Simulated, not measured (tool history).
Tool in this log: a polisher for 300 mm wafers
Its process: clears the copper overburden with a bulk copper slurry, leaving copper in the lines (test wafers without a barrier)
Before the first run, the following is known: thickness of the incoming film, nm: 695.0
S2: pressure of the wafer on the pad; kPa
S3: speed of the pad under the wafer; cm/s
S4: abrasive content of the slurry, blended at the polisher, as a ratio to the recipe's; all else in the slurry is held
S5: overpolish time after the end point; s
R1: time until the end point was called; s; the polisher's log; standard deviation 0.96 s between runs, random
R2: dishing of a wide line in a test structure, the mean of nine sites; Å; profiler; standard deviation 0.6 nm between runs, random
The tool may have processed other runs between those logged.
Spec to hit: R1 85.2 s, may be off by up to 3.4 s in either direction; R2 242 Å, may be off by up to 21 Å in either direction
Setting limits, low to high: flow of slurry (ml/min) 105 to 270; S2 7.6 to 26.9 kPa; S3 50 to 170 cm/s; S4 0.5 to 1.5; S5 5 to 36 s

run 1 hour=0 | flow_of_slurry_(ml/min)=175 S2=17.2 S3=110 S4=1 S5=18 | R1=64.4 R2=512.81
run 2 hour=5.4 | flow_of_slurry_(ml/min)=175 S2=14.5 S3=118 S4=1 S5=15 | R1=73.159 R2=476.16
run 3 hour=9.7 | flow_of_slurry_(ml/min)=175 S2=14.5 S3=118 S4=0.9 S5=15 | R1=71.363 R2=485.43
run 4 hour=15.1 | flow_of_slurry_(ml/min)=195 S2=13.1 S3=120 S4=1.05 S5=12 | R1=74.484 R2=437.08
run 5 hour=20.7 | flow_of_slurry_(ml/min)=215 S2=11.7 S3=122 S4=1.15 S5=10 | R1=79.94 R2=398.65
run 6 hour=23.5 | flow_of_slurry_(ml/min)=245 S2=11.7 S3=122 S4=1.15 S5=10 | R1=76.749 R2=384.96
run 7 hour=27.4 | flow_of_slurry_(ml/min)=250 S2=10.3 S3=124 S4=1.25 S5=9 | R1=82.591 R2=341.36
run 8 hour=34.4 | flow_of_slurry_(ml/min)=255 S2=9.7 S3=128 S4=1.3 S5=8 | R1=81.999 R2=325.97
run 9 hour=41.6 | flow_of_slurry_(ml/min)=260 S2=9 S3=130 S4=1.35 S5=7 | R1=84.515 R2=284.38
run 10 hour=49.6 | flow_of_slurry_(ml/min)=260 S2=9 S3=130 S4=1.4 S5=6 | R1=85.091 R2=262.13

4 candidate next runs follow, results not yet known. Just one meets every target within its allowed miss. Identify it.
run A hour=57.6 | flow_of_slurry_(ml/min)=260 S2=9 S3=126 S4=1.45 S5=8 | R1=? R2=?
run B hour=57.6 | flow_of_slurry_(ml/min)=255 S2=8.3 S3=150 S4=1.4 S5=8 | R1=? R2=?
run C hour=57.6 | flow_of_slurry_(ml/min)=245 S2=9 S3=130 S4=1.45 S5=7 | R1=? R2=?
run D hour=57.6 | flow_of_slurry_(ml/min)=245 S2=9 S3=138 S4=1.1 S5=5 | R1=? R2=?

move=A R1=87.293 R2=312.8
move=B R1=79.011 R2=328.85
move=C R1=85.209 R2=292.35
move=D R1=85.43 R2=231.86
A: further off than the last run
B: further off than the last run
C: further off than the last run
D: all results land within tolerance of their targets
Answer: D
